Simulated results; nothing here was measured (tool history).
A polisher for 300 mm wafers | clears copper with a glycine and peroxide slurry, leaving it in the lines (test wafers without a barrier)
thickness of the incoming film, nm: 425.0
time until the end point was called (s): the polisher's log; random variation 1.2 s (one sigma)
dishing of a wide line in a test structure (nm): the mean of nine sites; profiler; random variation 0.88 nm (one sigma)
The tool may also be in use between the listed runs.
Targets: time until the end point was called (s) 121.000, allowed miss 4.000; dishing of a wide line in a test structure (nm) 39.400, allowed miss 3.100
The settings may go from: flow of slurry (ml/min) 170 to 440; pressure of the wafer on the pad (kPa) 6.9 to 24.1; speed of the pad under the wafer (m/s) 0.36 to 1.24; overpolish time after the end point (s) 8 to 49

run,day,flow of slurry (ml/min),pressure of the wafer on the pad (kPa),speed of the pad under the wafer (m/s),overpolish time after the end point (s),time until the end point was called (s),dishing of a wide line in a test structure (nm)
1,0.000,280,15.2,0.80,25,110.890,50.228
2,0.367,280,17.2,0.80,25,101.960,53.972
3,0.654,345,17.2,0.80,25,99.859,55.284
4,0.904,345,17.2,0.80,15,100.150,37.060
5,0.938,345,16.5,0.80,16,103.600,39.594
6,1.179,345,16.5,0.94,16,89.459,44.436
7,1.229,345,15.2,0.94,17,95.460,40.490
8,1.367,345,13.8,0.94,19,102.290,43.516
# day 1.458: slurry nozzle cleaned
9,1.458,345,13.1,0.94,19,101.990,44.512
10,1.704,340,9.0,0.92,18,133.000,35.257
11,1.817,340,9.7,0.92,18,126.870,35.550

Which of these 4 next moves meets every target?
A,1.929,310,9.7,1.00,26,?,?
B,1.929,360,9.0,0.94,17,?,?
C,1.929,290,11.7,0.86,24,?,?
D,1.929,370,11.0,0.86,19,?,?

move,time until the end point was called (s),dishing of a wide line in a test structure (nm)
A,120.450,48.773
B,129.930,33.297
C,119.340,46.946
D,121.400,38.712
A: brings the result that was furthest off to its target, and leaves another outside
B: further off than the last run
C: brings the result that was furthest off to its target, and leaves another outside
D: meets every target
Move D is the one to make.
